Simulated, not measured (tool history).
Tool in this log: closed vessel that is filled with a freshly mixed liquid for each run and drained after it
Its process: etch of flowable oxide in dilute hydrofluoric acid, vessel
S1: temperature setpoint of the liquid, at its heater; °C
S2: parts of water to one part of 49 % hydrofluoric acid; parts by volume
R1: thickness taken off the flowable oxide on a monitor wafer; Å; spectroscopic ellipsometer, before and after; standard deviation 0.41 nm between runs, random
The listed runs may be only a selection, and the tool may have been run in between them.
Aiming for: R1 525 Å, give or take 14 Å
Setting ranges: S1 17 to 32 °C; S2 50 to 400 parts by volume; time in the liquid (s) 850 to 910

run 1 hour=0 | S1=24 S2=225 time_in_the_liquid_(s)=850 | R1=880.97
run 2 hour=8.6 | S1=22.5 S2=235 time_in_the_liquid_(s)=850 | R1=802.98
run 3 hour=11.6 | S1=22.5 S2=175 time_in_the_liquid_(s)=850 | R1=1148.2
run 4 hour=14.1 | S1=25 S2=175 time_in_the_liquid_(s)=850 | R1=1254
run 5 hour=19.5 | S1=25 S2=175 time_in_the_liquid_(s)=910 | R1=1333.5
run 6 hour=28.5 | S1=27 S2=175 time_in_the_liquid_(s)=910 | R1=1454.4
run 7 hour=32.5 | S1=25 S2=200 time_in_the_liquid_(s)=910 | R1=1134.3
run 8 hour=38.4 | S1=23.5 S2=220 time_in_the_liquid_(s)=910 | R1=956.11
run 9 hour=44.2 | S1=22.5 S2=235 time_in_the_liquid_(s)=910 | R1=858.28
run 10 hour=45.8 | S1=22.5 S2=235 time_in_the_liquid_(s)=910 | R1=860.65
run 11 hour=48.2 | S1=21.5 S2=245 time_in_the_liquid_(s)=910 | R1=783.06
run 12 hour=56.5 | S1=20.5 S2=255 time_in_the_liquid_(s)=910 | R1=714.14
run 13 hour=59.7 | S1=20 S2=260 time_in_the_liquid_(s)=910 | R1=683.72

Pick the move, out of 5, that brings all results within their allowed miss; only one does.
run A hour=62.9 | S1=19 S2=310 time_in_the_liquid_(s)=860 | R1=?
run B hour=62.9 | S1=20.5 S2=335 time_in_the_liquid_(s)=860 | R1=?
run C hour=62.9 | S1=19 S2=295 time_in_the_liquid_(s)=850 | R1=?
run D hour=62.9 | S1=18 S2=300 time_in_the_liquid_(s)=855 | R1=?
run E hour=62.9 | S1=20.5 S2=205 time_in_the_liquid_(s)=910 | R1=?

move=A R1=503.53
move=B R1=481.35
move=C R1=529.86
move=D R1=502.76
move=E R1=939.1
A: pushes the last run's worst result past its target
B: pushes the last run's worst result past its target
C: every result lands within tolerance
D: pushes the last run's worst result past its target
E: the biggest miss grows against the last run
The right move is C.
